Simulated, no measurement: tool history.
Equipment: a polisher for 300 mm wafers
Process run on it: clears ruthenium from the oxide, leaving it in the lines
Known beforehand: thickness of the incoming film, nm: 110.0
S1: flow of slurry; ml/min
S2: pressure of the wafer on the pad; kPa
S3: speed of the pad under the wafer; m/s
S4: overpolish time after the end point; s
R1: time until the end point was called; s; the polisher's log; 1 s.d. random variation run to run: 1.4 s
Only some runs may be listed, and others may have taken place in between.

Run 1, day 0.000: S1 300 ml/min, S2 11.7 kPa, S3 1.08 m/s, S4 42 s. Result: R1 124.26 s.
Run 2, day 0.246: S1 300 ml/min, S2 10.3 kPa, S3 1.08 m/s, S4 42 s. Result: R1 139.10 s.
Run 3, day 0.488: S1 300 ml/min, S2 9.7 kPa, S3 1.08 m/s, S4 42 s. Result: R1 152.07 s.
Run 4, day 0.529: S1 300 ml/min, S2 6.9 kPa, S3 1.08 m/s, S4 42 s. Result: R1 203.76 s.
Run 5, day 0.779: S1 300 ml/min, S2 7.6 kPa, S3 1.08 m/s, S4 42 s. Result: R1 186.50 s.
Run 6, day 1.021: S1 300 ml/min, S2 7.6 kPa, S3 0.96 m/s, S4 42 s. Result: R1 210.65 s.

Run 7 comes next. What will it give?
Run 7, day 1.158: S1 300 ml/min, S2 8.3 kPa, S3 0.96 m/s, S4 42 s. Result: R1 ?.

{"run 7": {"R1": 196.17}}

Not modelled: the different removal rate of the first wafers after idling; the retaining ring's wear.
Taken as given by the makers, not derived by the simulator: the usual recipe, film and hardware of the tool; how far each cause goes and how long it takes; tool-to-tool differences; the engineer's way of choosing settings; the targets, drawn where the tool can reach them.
